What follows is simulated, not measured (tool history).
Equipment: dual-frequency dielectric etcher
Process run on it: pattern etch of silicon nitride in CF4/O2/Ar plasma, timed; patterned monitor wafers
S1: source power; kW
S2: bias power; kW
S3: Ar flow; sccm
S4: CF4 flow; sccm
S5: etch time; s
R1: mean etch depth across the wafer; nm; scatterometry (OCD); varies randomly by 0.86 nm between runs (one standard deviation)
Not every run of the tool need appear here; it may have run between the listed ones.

{"run": 1, "hour": 0.0, "S1": 0.59, "S2": 0.043, "S3": 109, "S4": 93, "S5": 136.5, "R1": 292.29}
{"run": 2, "hour": 7.4, "S1": 0.53, "S2": 0.042, "S3": 109, "S4": 93, "S5": 136.5, "R1": 261.47}
{"run": 3, "hour": 15.2, "S1": 0.53, "S2": 0.046, "S3": 109, "S4": 93, "S5": 136.5, "R1": 269.38}
{"run": 4, "hour": 16.6, "S1": 0.53, "S2": 0.046, "S3": 109, "S4": 93, "S5": 136.5, "R1": 268.51}
{"run": 5, "hour": 23.9, "S1": 0.53, "S2": 0.04, "S3": 109, "S4": 93, "S5": 136.5, "R1": 254.55}
{"run": 6, "hour": 29.2, "S1": 0.53, "S2": 0.04, "S3": 116, "S4": 93, "S5": 136.5, "R1": 253.7}

Run 7 has not been measured yet. What should we expect?
{"run": 7, "hour": 32.2, "S1": 0.51, "S2": 0.04, "S3": 116, "S4": 93, "S5": 136.5, "R1": "?"}

R1: 244.43 nm
